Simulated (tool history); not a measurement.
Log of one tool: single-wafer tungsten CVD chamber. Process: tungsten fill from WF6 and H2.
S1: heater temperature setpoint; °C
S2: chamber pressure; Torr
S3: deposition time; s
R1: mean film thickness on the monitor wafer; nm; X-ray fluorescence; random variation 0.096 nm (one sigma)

run	hour	S1	S2	S3	R1
1	0	385	50.9	9.1	23.929
2	6.1	385	46.2	9.1	22.933
3	11	378	46.2	9.1	19.516
4	19.6	377	46.1	9.1	19.348
5	23.5	376	46	9.1	18.663
6	24.8	376	52.3	9.1	19.771
7	27.6	375	52.2	9.1	19.562
8	28.7	374	52.1	9.1	19.022

The next listed run, before its measurement:
9	35	373	52.1	9.1	?

Run 9 gave R1 18.487 nm.
